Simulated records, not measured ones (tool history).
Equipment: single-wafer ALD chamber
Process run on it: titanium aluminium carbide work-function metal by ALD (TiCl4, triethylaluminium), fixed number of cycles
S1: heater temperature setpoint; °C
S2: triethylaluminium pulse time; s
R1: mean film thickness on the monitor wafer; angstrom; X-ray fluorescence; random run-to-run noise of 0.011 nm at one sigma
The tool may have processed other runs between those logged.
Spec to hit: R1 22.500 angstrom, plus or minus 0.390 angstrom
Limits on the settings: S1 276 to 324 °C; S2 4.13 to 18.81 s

| run | hour | S1 | S2 | R1 |
|---|---|---|---|---|
| 1 | 0.0 | 300 | 11.47 | 19.454 |
| 2 | 6.7 | 305 | 12.72 | 20.285 |
| 3 | 9.2 | 310 | 12.72 | 20.901 |
| 4 | 17.4 | 313 | 12.93 | 21.098 |
| 5 | 25.1 | 313 | 10.94 | 20.531 |
| 6 | 30.8 | 313 | 9.42 | 19.440 |
| 7 | 39.2 | 313 | 9.42 | 19.482 |
| 8 | 40.2 | 315 | 10.40 | 20.284 |
| 9 | 41.2 | 317 | 11.06 | 20.793 |
| 10 | 48.1 | 318 | 11.53 | 21.225 |
| 11 | 52.8 | 318 | 11.53 | 20.992 |
| 12 | 56.5 | 319 | 12.01 | 21.411 |
| 13 | 61.4 | 320 | 12.30 | 21.566 |
| 14 | 67.1 | 321 | 12.58 | 21.836 |

Exercise: of the 4 proposed moves below, exactly one satisfies all targets within the stated allowed misses. Which move is it?
| A | 72.8 | 324 | 10.68 | ? |
| B | 72.8 | 313 | 14.25 | ? |
| C | 72.8 | 324 | 13.34 | ? |
| D | 72.8 | 315 | 13.72 | ? |

| move | R1 |
|---|---|
| A | 21.298 |
| B | 21.466 |
| C | 22.350 |
| D | 21.544 |
A: the biggest miss grows against the last run
B: the biggest miss grows against the last run
C: all results in spec
D: the biggest miss grows against the last run
So the answer is move C, the one that meets all the targets.

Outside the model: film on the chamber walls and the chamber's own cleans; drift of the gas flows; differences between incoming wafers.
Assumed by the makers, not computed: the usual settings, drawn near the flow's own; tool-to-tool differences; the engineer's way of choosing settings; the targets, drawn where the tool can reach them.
